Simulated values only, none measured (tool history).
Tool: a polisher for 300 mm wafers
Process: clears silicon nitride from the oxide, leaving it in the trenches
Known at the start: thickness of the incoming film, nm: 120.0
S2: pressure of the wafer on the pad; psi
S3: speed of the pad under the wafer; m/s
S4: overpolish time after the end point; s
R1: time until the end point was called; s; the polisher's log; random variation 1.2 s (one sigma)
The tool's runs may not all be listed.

{"run": 1, "hour": 0.0, "flow of slurry (ml/min)": 190, "S2": 2.0, "S3": 1.28, "S4": 13, "R1": 150.24}
{"run": 2, "hour": 2.2, "flow of slurry (ml/min)": 145, "S2": 2.0, "S3": 1.28, "S4": 13, "R1": 159.24}
{"run": 3, "hour": 8.8, "flow of slurry (ml/min)": 145, "S2": 2.0, "S3": 1.14, "S4": 13, "R1": 182.39}
{"run": 4, "hour": 16.5, "flow of slurry (ml/min)": 145, "S2": 1.6, "S3": 1.14, "S4": 13, "R1": 214.38}
{"run": 5, "hour": 21.5, "flow of slurry (ml/min)": 145, "S2": 1.3, "S3": 1.14, "S4": 13, "R1": 270.72}
{"run": 6, "hour": 27.6, "flow of slurry (ml/min)": 155, "S2": 1.7, "S3": 1.16, "S4": 13, "R1": 199.95}
{"run": 7, "hour": 28.1, "flow of slurry (ml/min)": 155, "S2": 1.7, "S3": 1.16, "S4": 13, "R1": 198.88}

Forecast run 8:
{"run": 8, "hour": 34.8, "flow of slurry (ml/min)": 180, "S2": 2.0, "S3": 1.18, "S4": 13, "R1": "?"}

{"run 8": {"R1": 165.53}}
